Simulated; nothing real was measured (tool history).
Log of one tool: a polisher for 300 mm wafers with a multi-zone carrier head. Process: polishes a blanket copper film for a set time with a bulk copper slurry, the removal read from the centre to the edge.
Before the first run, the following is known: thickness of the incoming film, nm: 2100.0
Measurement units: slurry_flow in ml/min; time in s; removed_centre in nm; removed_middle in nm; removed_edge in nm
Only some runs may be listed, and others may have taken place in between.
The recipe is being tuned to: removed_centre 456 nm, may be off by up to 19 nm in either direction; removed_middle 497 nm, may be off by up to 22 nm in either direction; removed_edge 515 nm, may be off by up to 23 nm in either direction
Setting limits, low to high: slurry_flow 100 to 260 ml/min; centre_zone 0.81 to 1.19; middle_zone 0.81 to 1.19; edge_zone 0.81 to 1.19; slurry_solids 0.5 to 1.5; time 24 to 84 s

run,hour,slurry_flow,centre_zone,middle_zone,edge_zone,slurry_solids,time,removed_centre,removed_middle,removed_edge
1,0,165,1,1,1,1,54,640.05,650.28,682.55
2,6.5,160,0.98,0.99,0.98,0.9,53,600.54,629.94,650.57
3,13.7,160,0.98,0.99,0.93,0.9,53,605.46,609.16,627.14
4,15.9,155,0.96,0.98,0.92,0.8,52,568.72,581.93,609.42
5,20.9,155,0.96,0.98,0.92,1,52,580.8,597.32,620.39
6,23,155,0.96,0.98,0.92,0.8,52,563.1,602.62,602.04
7,27.7,150,0.95,0.96,0.91,0.75,51,546.11,560.38,576.47
8,29.9,145,0.93,0.95,0.9,0.7,51,528.46,548.4,574.22
9,34.5,140,0.92,0.95,0.89,0.65,50,493.58,525.55,543.49
10,37.5,135,0.92,0.95,0.89,0.65,50,490.51,530.03,565.06
11,43.6,135,0.91,0.95,0.88,0.6,50,488.71,521.53,537.47
12,44.6,130,0.9,0.95,0.87,0.6,50,476.19,525.05,536.85

Which one of the following 4 next-run settings gets every result inside its allowed miss? There is exactly one.
A,45.6,155,0.97,0.97,0.81,0.6,49,?,?,?
B,45.6,100,0.97,1.03,0.97,0.7,47,?,?,?
C,45.6,125,0.82,0.88,0.93,0.5,47,?,?,?
D,45.6,140,0.97,0.92,0.83,0.7,43,?,?,?

move,removed_centre,removed_middle,removed_edge
A,532.58,543.53,527.54
B,466.85,507.56,521.13
C,404.25,453.74,513.72
D,464.74,455.02,469.22
A: its largest miss is bigger than the last run's
B: every result lands within tolerance
C: pushes the last run's worst result past its target
D: pushes the last run's worst result past its target
The move that meets every target is B.
